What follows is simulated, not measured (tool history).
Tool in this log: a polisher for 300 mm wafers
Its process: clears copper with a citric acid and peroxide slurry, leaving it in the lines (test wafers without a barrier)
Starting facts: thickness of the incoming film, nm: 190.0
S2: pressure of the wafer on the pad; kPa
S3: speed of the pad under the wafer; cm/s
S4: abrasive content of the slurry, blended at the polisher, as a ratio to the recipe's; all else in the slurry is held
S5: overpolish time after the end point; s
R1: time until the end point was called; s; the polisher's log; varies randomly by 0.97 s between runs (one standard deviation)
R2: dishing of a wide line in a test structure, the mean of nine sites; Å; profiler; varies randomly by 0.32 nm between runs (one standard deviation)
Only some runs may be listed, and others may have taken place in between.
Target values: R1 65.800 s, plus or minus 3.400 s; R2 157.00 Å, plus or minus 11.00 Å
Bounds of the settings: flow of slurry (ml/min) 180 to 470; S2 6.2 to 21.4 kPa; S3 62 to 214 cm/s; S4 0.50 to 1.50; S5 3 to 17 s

Run 1, day 0.000: flow of slurry (ml/min) 300, S2 13.8 kPa, S3 138 cm/s, S4 1.00, S5 9 s. Result: R1 95.022 s, R2 137.07 Å.
Run 2, day 0.300: flow of slurry (ml/min) 300, S2 12.4 kPa, S3 138 cm/s, S4 1.00, S5 9 s. Result: R1 106.580 s, R2 124.21 Å.
Run 3, day 0.625: flow of slurry (ml/min) 300, S2 13.8 kPa, S3 138 cm/s, S4 1.00, S5 8 s. Result: R1 97.925 s, R2 128.03 Å.
Run 4, day 0.979: flow of slurry (ml/min) 300, S2 15.9 kPa, S3 138 cm/s, S4 1.00, S5 8 s. Result: R1 87.045 s, R2 135.50 Å.
Run 5, day 1.333: flow of slurry (ml/min) 340, S2 15.9 kPa, S3 138 cm/s, S4 1.00, S5 8 s. Result: R1 83.419 s, R2 138.44 Å.
Run 6, day 1.454: flow of slurry (ml/min) 340, S2 15.9 kPa, S3 138 cm/s, S4 1.00, S5 10 s. Result: R1 85.241 s, R2 171.33 Å.
Run 7, day 1.567: flow of slurry (ml/min) 340, S2 17.2 kPa, S3 138 cm/s, S4 1.00, S5 9 s. Result: R1 77.332 s, R2 173.26 Å.
Run 8, day 1.800: flow of slurry (ml/min) 345, S2 17.9 kPa, S3 138 cm/s, S4 1.00, S5 8 s. Result: R1 73.367 s, R2 158.95 Å.

4 next moves are on the table. One of them brings every result within its allowed miss. Which?
Run A, day 2.033: flow of slurry (ml/min) 400, S2 13.8 kPa, S3 162 cm/s, S4 1.20, S5 10 s. Result: R1 ?, R2 ?.
Run B, day 2.033: flow of slurry (ml/min) 335, S2 17.2 kPa, S3 142 cm/s, S4 1.00, S5 8 s. Result: R1 ?, R2 ?.
Run C, day 2.033: flow of slurry (ml/min) 325, S2 18.6 kPa, S3 154 cm/s, S4 1.05, S5 7 s. Result: R1 ?, R2 ?.
Run D, day 2.033: flow of slurry (ml/min) 340, S2 16.5 kPa, S3 146 cm/s, S4 1.00, S5 7 s. Result: R1 ?, R2 ?.

move      R1      R2
   A  82.668  178.05
   B  78.252  152.96
   C  67.739  154.73
   D  79.552  132.65
A: the biggest miss grows against the last run
B: the biggest miss grows against the last run
C: meets every target
D: the biggest miss grows against the last run
Correct choice: C, which meets every target

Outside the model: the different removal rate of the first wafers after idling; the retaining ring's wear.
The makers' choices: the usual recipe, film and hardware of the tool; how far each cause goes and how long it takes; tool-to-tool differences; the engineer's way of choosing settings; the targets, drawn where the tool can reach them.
